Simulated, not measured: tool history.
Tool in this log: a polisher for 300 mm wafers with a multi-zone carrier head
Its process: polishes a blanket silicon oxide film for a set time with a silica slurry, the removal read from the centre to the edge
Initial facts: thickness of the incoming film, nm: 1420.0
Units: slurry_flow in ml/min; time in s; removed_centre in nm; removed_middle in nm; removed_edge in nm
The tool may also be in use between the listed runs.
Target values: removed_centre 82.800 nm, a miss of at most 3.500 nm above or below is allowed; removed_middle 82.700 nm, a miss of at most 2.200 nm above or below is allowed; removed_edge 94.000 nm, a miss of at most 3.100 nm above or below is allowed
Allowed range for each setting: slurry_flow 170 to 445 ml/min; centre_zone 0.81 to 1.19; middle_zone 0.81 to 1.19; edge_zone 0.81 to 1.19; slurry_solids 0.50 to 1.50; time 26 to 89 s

run,day,slurry_flow,centre_zone,middle_zone,edge_zone,slurry_solids,time,removed_centre,removed_middle,removed_edge
1,0.000,285,1.00,1.00,1.00,1.00,57,137.850,135.710,138.130
2,0.208,275,0.96,0.95,0.98,0.85,55,121.010,118.720,123.960
3,0.554,235,0.96,0.95,0.98,0.85,55,115.150,115.290,122.990
4,0.892,225,0.94,0.92,0.96,0.75,54,106.230,105.740,114.500
5,1.050,220,0.92,0.90,0.95,0.70,53,98.660,99.704,107.590
6,1.292,220,0.84,0.90,0.95,0.70,53,90.465,98.467,108.950
7,1.508,215,0.85,0.88,0.94,0.65,53,87.704,94.865,107.340
8,1.821,215,0.87,0.87,0.92,0.60,52,87.286,89.262,99.505
9,2.158,210,0.86,0.86,0.90,0.60,52,83.859,87.888,96.455
# day 2.192: worn pad replaced by a new one
10,2.192,205,0.86,0.85,0.90,0.60,52,92.986,96.674,109.140
11,2.392,250,0.86,0.86,0.93,0.60,52,97.067,100.230,111.110
12,2.717,230,0.86,0.81,0.85,0.50,46,79.958,78.729,89.755
13,2.975,240,0.86,0.81,0.85,0.50,46,80.232,79.240,90.014
14,3.217,250,0.86,0.81,0.85,0.50,46,80.415,78.841,90.481
15,3.421,260,0.86,0.82,0.86,0.50,46,80.931,80.366,90.163

Which single option among these 5 for the next run brings every result within its allowed miss of target? Just one does.
A,3.625,235,0.91,0.81,0.87,0.55,42,?,?,?
B,3.625,280,0.82,0.93,0.82,0.50,45,?,?,?
C,3.625,275,0.86,0.81,0.82,0.60,48,?,?,?
D,3.625,170,1.00,0.86,0.81,0.50,49,?,?,?
E,3.625,170,0.86,0.82,0.83,0.75,44,?,?,?

move,removed_centre,removed_middle,removed_edge
A,80.700,73.847,84.689
B,77.310,87.831,86.889
C,91.730,88.705,98.569
D,94.370,82.935,88.974
E,83.538,82.282,92.758
A: the biggest miss grows against the last run
B: the biggest miss grows against the last run
C: pushes the last run's worst result past its target
D: the biggest miss grows against the last run
E: all results in spec
Go with E: it meets all targets.

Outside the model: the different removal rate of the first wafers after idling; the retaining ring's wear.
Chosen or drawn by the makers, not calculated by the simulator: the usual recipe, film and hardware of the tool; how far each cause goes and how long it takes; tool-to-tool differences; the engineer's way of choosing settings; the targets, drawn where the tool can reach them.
